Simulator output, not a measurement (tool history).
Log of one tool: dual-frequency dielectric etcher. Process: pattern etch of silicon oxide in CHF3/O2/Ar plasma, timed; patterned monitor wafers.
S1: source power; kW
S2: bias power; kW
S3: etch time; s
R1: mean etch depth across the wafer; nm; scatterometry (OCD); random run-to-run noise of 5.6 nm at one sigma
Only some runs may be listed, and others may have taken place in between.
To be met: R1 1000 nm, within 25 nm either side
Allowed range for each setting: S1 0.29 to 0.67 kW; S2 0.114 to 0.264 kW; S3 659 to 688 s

Run 1, hour 0: S1 0.48 kW, S2 0.189 kW, S3 659 s. Result: R1 1172.8 nm.
Run 2, hour 7.9: S1 0.41 kW, S2 0.189 kW, S3 659 s. Result: R1 1100.9 nm.
Run 3, hour 13.7: S1 0.41 kW, S2 0.189 kW, S3 688 s. Result: R1 1136.1 nm.
Run 4, hour 22.5: S1 0.41 kW, S2 0.171 kW, S3 688 s. Result: R1 1096 nm.
Run 5, hour 30.1: S1 0.41 kW, S2 0.198 kW, S3 688 s. Result: R1 1146.7 nm.
Run 6, hour 38.8: S1 0.39 kW, S2 0.195 kW, S3 686.5 s. Result: R1 1110.7 nm.
Run 7, hour 45.2: S1 0.37 kW, S2 0.193 kW, S3 686 s. Result: R1 1084.4 nm.
Run 8, hour 50.5: S1 0.36 kW, S2 0.192 kW, S3 685.5 s. Result: R1 1073.3 nm.
Run 9, hour 54.5: S1 0.35 kW, S2 0.191 kW, S3 685 s. Result: R1 1050.7 nm.
Run 10, hour 63: S1 0.34 kW, S2 0.19 kW, S3 685 s. Result: R1 1046.4 nm.

5 next moves are on the table. One of them brings every result within its allowed miss. Which?
Run A, hour 71.5: S1 0.34 kW, S2 0.196 kW, S3 660.5 s. Result: R1 ?.
Run B, hour 71.5: S1 0.35 kW, S2 0.193 kW, S3 688 s. Result: R1 ?.
Run C, hour 71.5: S1 0.36 kW, S2 0.198 kW, S3 688 s. Result: R1 ?.
Run D, hour 71.5: S1 0.36 kW, S2 0.185 kW, S3 688 s. Result: R1 ?.
Run E, hour 71.5: S1 0.34 kW, S2 0.228 kW, S3 687 s. Result: R1 ?.

move      R1
   A  1001.7
   B  1053.1
   C  1075.4
   D  1053.8
   E  1091.8
A: meets every target
B: misses by more than the last run did
C: misses by more than the last run did
D: misses by more than the last run did
E: misses by more than the last run did
Move A is the one to make.

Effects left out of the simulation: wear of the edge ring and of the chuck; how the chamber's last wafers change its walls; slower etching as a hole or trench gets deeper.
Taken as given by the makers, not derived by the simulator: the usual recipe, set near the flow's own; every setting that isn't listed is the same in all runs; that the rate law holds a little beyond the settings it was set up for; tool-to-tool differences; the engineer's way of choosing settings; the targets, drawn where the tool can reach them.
